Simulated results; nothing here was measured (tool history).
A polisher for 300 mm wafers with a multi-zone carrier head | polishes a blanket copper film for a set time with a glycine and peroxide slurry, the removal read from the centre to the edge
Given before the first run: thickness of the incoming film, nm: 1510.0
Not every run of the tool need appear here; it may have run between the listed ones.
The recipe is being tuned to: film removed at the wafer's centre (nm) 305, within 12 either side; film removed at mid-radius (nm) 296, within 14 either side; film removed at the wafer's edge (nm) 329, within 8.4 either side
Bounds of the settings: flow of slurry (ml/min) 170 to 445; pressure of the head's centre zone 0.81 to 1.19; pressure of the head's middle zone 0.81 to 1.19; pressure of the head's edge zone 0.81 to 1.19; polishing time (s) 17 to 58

run  hour  flow of slurry (ml/min)  pressure of the head's centre zone  pressure of the head's middle zone  pressure of the head's edge zone  polishing time (s)  film removed at the wafer's centre (nm)  film removed at mid-radius (nm)  film removed at the wafer's edge (nm)
  1     0                      285                                   1                                   1                                 1                  37                                   215.43                           212.49                                 220.09
  2   7.6                      290                                1.01                                   1                              1.04                  40                                   229.55                           238.54                                 247.25
  3  14.5                      300                                1.06                                0.98                              1.08                  42                                   261.82                            239.4                                 265.96
  4  22.7                      270                                1.06                                0.98                              1.08                  42                                   256.28                           236.04                                 263.48
  5  30.9                      270                                1.06                                0.98                              1.08                  46                                   276.79                           253.89                                 284.34
  6  32.2                      270                                1.06                                0.98                              1.05                  46                                   279.37                           251.57                                 278.84
  7  40.1                      300                                1.06                                0.99                              1.08                  46                                   283.34                           260.72                                 288.04
  8  43.9                      315                                1.06                                   1                              1.11                  47                                   296.05                           272.97                                 301.51
     49.8  -- slurry nozzle cleaned
  9  49.8                      330                                1.05                                   1                              1.13                  47                                   316.42                           288.17                                 318.54
 10  55.4                      330                                1.03                                0.99                              1.13                  47                                   311.13                           287.12                                 320.57
 11  57.9                      330                                1.01                                0.99                              1.13                  47                                   303.79                           283.88                                 319.68
 12  65.8                      335                                   1                                0.99                              1.13                  47                                   297.55                           292.56                                 317.17

Which single option among these 4 for the next run brings every result within its allowed miss of target? Just one does.
  A  73.7                      360                                1.12                                1.05                              1.13                  46                                        ?                                ?                                      ?
  B  73.7                      290                                 1.1                                0.89                              1.13                  49                                        ?                                ?                                      ?
  C  73.7                      265                                0.99                                0.97                              1.12                  50                                        ?                                ?                                      ?
  D  73.7                      325                                1.03                                1.01                               1.1                  47                                        ?                                ?                                      ?

move  film removed at the wafer's centre (nm)  film removed at mid-radius (nm)  film removed at the wafer's edge (nm)
   A                                    328.3                           304.32                                  314.8
   B                                   335.16                            276.3                                 330.68
   C                                   304.19                           299.95                                 332.88
   D                                   305.06                           298.23                                 315.18
A: the biggest miss grows against the last run
B: brings the result that was furthest off to its target, and leaves another outside
C: hits every target within its allowed miss
D: the biggest miss grows against the last run
Move C is the one to make.
